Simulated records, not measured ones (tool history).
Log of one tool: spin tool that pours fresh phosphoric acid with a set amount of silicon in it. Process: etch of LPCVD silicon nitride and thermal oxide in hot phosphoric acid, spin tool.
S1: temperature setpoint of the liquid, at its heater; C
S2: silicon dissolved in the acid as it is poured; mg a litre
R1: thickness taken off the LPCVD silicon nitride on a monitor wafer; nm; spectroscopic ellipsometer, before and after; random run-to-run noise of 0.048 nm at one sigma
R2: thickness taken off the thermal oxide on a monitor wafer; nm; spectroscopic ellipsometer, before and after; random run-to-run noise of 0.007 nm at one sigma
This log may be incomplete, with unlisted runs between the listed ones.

run 1 hour=0 | S1=161 S2=21.5 time_under_the_liquid_(s)=115 | R1=10.048 R2=0.17116
run 2 hour=3.6 | S1=161 S2=21.5 time_under_the_liquid_(s)=135 | R1=11.978 R2=0.22142
run 3 hour=7.4 | S1=161 S2=21.5 time_under_the_liquid_(s)=110 | R1=9.6201 R2=0.19574
run 4 hour=11 | S1=160.5 S2=23.5 time_under_the_liquid_(s)=105 | R1=9.1277 R2=0.14607
run 5 hour=17.4 | S1=161.5 S2=23.5 time_under_the_liquid_(s)=105 | R1=9.3002 R2=0.18743
run 6 hour=25.1 | S1=161.5 S2=12.5 time_under_the_liquid_(s)=105 | R1=9.5137 R2=0.29719
run 7 hour=32.4 | S1=161 S2=14.5 time_under_the_liquid_(s)=100 | R1=8.8808 R2=0.16336
run 8 hour=39.5 | S1=161 S2=14.5 time_under_the_liquid_(s)=95 | R1=8.2552 R2=0.1902
run 9 hour=43.3 | S1=161 S2=14.5 time_under_the_liquid_(s)=95 | R1=8.3904 R2=0.20492
run 10 hour=47.4 | S1=160.5 S2=15 time_under_the_liquid_(s)=95 | R1=8.2195 R2=0.20668
run 11 hour=48.1 | S1=158 S2=28.5 time_under_the_liquid_(s)=75 | R1=6.0207 R2=0.072428
run 12 hour=49.7 | S1=158 S2=29 time_under_the_liquid_(s)=75 | R1=5.9611 R2=0.076766
run 13 hour=54.6 | S1=159 S2=36.5 time_under_the_liquid_(s)=80 | R1=6.5516 R2=0.071007
run 14 hour=60 | S1=159 S2=36 time_under_the_liquid_(s)=80 | R1=6.6722 R2=0.071337

What will run 15 give?
run 15 hour=62.1 | S1=159 S2=35.5 time_under_the_liquid_(s)=80 | R1=? R2=?

{"run 15": {"R1": 6.6255, "R2": 0.065161}}
